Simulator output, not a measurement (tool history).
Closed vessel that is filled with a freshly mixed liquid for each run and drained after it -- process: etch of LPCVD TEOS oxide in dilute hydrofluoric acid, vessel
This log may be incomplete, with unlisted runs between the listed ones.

run,hour,temperature setpoint of the liquid (°C),parts of water to one part of 49 % hydrofluoric acid (parts by volume),time in the liquid (s),thickness taken off the LPCVD TEOS oxide on a monitor wafer (Å)
1,0,24,270,255,278.3
2,2.5,24,270,255,274.02
3,9.6,27,270,255,306.19
4,12.9,27,235,255,364.26
5,20.4,27,235,255,366.81
6,27.5,27,300,255,266.38
7,34.7,28.5,255,255,346.28
8,37.8,29.5,225,255,425.93

Run 9 comes next. What will it give?
9,40.5,30.5,210,255,?

{"run 9": {"thickness taken off the LPCVD TEOS oxide on a monitor wafer (Å)": 473.94}}

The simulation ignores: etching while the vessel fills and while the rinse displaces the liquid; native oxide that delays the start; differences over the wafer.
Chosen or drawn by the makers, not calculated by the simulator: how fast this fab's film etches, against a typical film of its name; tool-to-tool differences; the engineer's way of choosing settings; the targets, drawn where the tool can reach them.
